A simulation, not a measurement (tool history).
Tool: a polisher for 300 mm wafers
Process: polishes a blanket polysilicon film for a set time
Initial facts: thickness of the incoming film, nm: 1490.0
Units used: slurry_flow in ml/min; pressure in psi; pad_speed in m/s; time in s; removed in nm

| run | hour | slurry_flow | pressure | pad_speed | time | removed |
|---|---|---|---|---|---|---|
| 1 | 0.0 | 170 | 2.4 | 1.12 | 40 | 301.04 |
| 2 | 8.2 | 170 | 2.4 | 1.32 | 40 | 354.86 |
| 3 | 14.9 | 180 | 2.4 | 1.32 | 40 | 356.65 |
| 4 | 21.4 | 180 | 2.7 | 1.32 | 40 | 392.69 |
| 5 | 24.8 | 175 | 2.7 | 1.32 | 40 | 387.73 |
| 6 | 30.5 | 170 | 2.7 | 1.32 | 40 | 389.78 |
| 7 | 38.2 | 165 | 2.7 | 1.32 | 40 | 386.38 |
| 8 | 44.3 | 160 | 2.7 | 1.32 | 40 | 386.87 |

Run 9, settings as shown, results not yet in. Your forecast:
| 9 | 47.4 | 155 | 2.7 | 1.32 | 40 | ? |

Logged for run 9: removed 383.35 nm.

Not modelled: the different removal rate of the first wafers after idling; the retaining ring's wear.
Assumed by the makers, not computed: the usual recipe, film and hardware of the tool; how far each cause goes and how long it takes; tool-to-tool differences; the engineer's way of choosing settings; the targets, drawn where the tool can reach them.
